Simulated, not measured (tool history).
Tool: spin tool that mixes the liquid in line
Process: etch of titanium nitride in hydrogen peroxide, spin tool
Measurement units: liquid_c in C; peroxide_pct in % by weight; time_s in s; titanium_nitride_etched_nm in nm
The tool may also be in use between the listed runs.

{"run": 1, "hour": 0.0, "liquid_c": 48.0, "peroxide_pct": 25.5, "time_s": 275, "titanium_nitride_etched_nm": 5.6499}
{"run": 2, "hour": 2.5, "liquid_c": 47.0, "peroxide_pct": 25.5, "time_s": 275, "titanium_nitride_etched_nm": 5.1276}
{"run": 3, "hour": 8.9, "liquid_c": 47.0, "peroxide_pct": 25.5, "time_s": 275, "titanium_nitride_etched_nm": 5.2681}
{"run": 4, "hour": 11.3, "liquid_c": 46.0, "peroxide_pct": 25.5, "time_s": 275, "titanium_nitride_etched_nm": 4.8219}
{"run": 5, "hour": 15.3, "liquid_c": 45.5, "peroxide_pct": 25.5, "time_s": 275, "titanium_nitride_etched_nm": 4.6679}
{"run": 6, "hour": 23.8, "liquid_c": 45.5, "peroxide_pct": 27.5, "time_s": 275, "titanium_nitride_etched_nm": 4.7908}
{"run": 7, "hour": 32.8, "liquid_c": 45.0, "peroxide_pct": 27.5, "time_s": 275, "titanium_nitride_etched_nm": 4.5719}

The next listed run, before its measurement:
{"run": 8, "hour": 39.2, "liquid_c": 44.5, "peroxide_pct": 27.5, "time_s": 275, "titanium_nitride_etched_nm": "?"}

{"run 8": {"titanium_nitride_etched_nm": 4.4238}}
